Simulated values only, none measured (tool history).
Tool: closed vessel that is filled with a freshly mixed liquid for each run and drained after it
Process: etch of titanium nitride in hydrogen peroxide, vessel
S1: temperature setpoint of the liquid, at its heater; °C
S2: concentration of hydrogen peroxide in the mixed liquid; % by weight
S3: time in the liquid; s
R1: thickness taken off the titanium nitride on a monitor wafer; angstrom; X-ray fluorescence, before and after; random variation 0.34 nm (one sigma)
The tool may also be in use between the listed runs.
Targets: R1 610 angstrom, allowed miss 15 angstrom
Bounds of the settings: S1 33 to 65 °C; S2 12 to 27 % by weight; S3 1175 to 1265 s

run	hour	S1	S2	S3	R1
1	0	49	18	1175	307.3
2	8.6	52	18	1175	382.54
3	12.1	52	15	1175	367.42
4	20.7	48	15	1175	278.02
5	29.5	42.5	15	1175	183.27
# hour 30.1: thermometer replaced
6	30.1	42.5	15	1265	169.12
7	31.5	47	15	1265	237.31
8	40.1	51	15	1265	321.14
9	45.8	54	15	1265	391.78
10	51	56	15	1265	450.69

5 next moves are on the table. One of them brings every result within its allowed miss. Which?
A	56.2	62.5	17.5	1260	?
B	56.2	53.5	17.5	1175	?
C	56.2	63	13.5	1250	?
D	56.2	61	15	1265	?
E	56.2	61	12	1255	?

move	R1
A	724.91
B	363.95
C	704.01
D	636.85
E	602.98
A: takes the result that was furthest off past its target
B: further off than the last run
C: takes the result that was furthest off past its target
D: takes the result that was furthest off past its target
E: meets every target
Move E is the one to make.
